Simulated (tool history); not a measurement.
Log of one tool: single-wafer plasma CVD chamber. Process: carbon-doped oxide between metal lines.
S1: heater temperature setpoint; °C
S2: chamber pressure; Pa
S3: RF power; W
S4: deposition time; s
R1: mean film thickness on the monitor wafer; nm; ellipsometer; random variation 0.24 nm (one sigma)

Run 1, hour 0: S1 340 °C, S2 752 Pa, S3 390 W, S4 26.6 s. Result: R1 118.93 nm.
Run 2, hour 2.4: S1 344 °C, S2 717 Pa, S3 360 W, S4 26.6 s. Result: R1 109.3 nm.
Run 3, hour 9: S1 344 °C, S2 845 Pa, S3 360 W, S4 26.6 s. Result: R1 111.58 nm.
Run 4, hour 16.2: S1 344 °C, S2 845 Pa, S3 360 W, S4 27.5 s. Result: R1 115.98 nm.
Run 5, hour 24.8: S1 344 °C, S2 743 Pa, S3 360 W, S4 27.5 s. Result: R1 114.14 nm.
Run 6, hour 25.4: S1 344 °C, S2 743 Pa, S3 360 W, S4 26.6 s. Result: R1 111.07 nm.
Run 7, hour 26.2: S1 349 °C, S2 701 Pa, S3 340 W, S4 26.6 s. Result: R1 103.45 nm.
Run 8, hour 31.4: S1 351 °C, S2 687 Pa, S3 325 W, S4 26.6 s. Result: R1 98.972 nm.
Run 9, hour 36: S1 353 °C, S2 673 Pa, S3 315 W, S4 26.6 s. Result: R1 95.839 nm.
Run 10, hour 41: S1 354 °C, S2 661 Pa, S3 305 W, S4 26.6 s. Result: R1 92.315 nm.

The next listed run, before its measurement:
Run 11, hour 44.7: S1 355 °C, S2 651 Pa, S3 300 W, S4 26.6 s. Result: R1 ?.

{"run 11": {"R1": 90.629}}
